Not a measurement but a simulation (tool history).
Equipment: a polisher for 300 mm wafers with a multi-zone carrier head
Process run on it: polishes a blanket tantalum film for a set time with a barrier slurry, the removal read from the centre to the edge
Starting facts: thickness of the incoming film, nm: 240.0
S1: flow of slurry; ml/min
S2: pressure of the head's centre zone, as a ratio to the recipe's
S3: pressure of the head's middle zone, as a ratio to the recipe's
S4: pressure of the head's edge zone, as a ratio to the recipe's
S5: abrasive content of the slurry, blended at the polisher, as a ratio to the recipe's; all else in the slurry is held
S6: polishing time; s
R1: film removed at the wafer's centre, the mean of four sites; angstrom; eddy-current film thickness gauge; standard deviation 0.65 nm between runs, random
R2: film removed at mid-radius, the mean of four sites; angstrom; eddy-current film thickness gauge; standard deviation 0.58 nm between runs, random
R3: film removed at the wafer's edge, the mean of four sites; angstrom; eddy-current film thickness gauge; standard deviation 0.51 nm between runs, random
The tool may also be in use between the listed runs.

run  hour   S1    S2    S3    S4    S5  S6      R1      R2      R3
  1     0  235     1     1     1     1  40  415.46  424.63  394.93
  2   4.6  235     1     1     1     1  46  469.97  496.33  455.47
  3   6.4  240  1.01  1.03  1.02  1.05  46  481.32  508.39  462.91
  4   9.4  240  1.07  1.03  1.02  1.05  46  521.73  509.97  463.29
  5  10.6  240  1.07  1.03   1.1  1.05  46  524.12  515.17  465.93
  6  16.1  245  1.06  1.05   1.1   1.1  46  519.89  524.26  478.78
  7  24.7  245  1.06  1.07  1.08  1.15  47  533.99  546.63  486.97
  8  28.2  250  1.06  1.09  1.08   1.2  48  546.31  569.48  504.95
  9  35.5  255  1.06  1.11  1.07   1.2  49  562.49  592.99  515.69
 10  41.5  260  1.06  1.12  1.06  1.25  49  572.27  603.03  514.17
 11  47.6  260  1.05  1.13  1.07   1.3  49  570.62  615.94  519.22
 12  54.6  260  1.04  1.14  1.08  1.35  49  574.77  622.49  525.49
 13  61.4  260  1.04  1.14  1.08  1.35  49  572.79  620.52  528.29
 14  67.8  265  1.03  1.15  1.08  1.35  49  563.11  624.33  530.28
     71.5  -- edge zone pressure recalibrated
 15  71.5  265  1.03  1.16  1.08  1.35  49  563.53  637.75  559.11
 16  73.9  270  1.03  1.16  1.07  1.35  49  584.48  634.94  537.01
 17  78.6  270  1.02  1.16  1.07  1.35  49  569.22  631.22  550.58
 18  85.7  265  1.02  1.16  1.07  1.35  49  564.86  636.96  544.18
 19  87.6  265  1.02  1.16  1.06  1.35  49  560.71  629.84  539.08
 20  88.8  265  1.02  1.16  1.05  1.35  49  576.27  623.17  537.23

Forecast run 21:
 21  89.5  270  1.03  1.16  1.07  1.35  49   ?   ?   ?

Run 21 measured R1 568.41 angstrom, R2 640.77 angstrom, R3 546.1 angstrom.
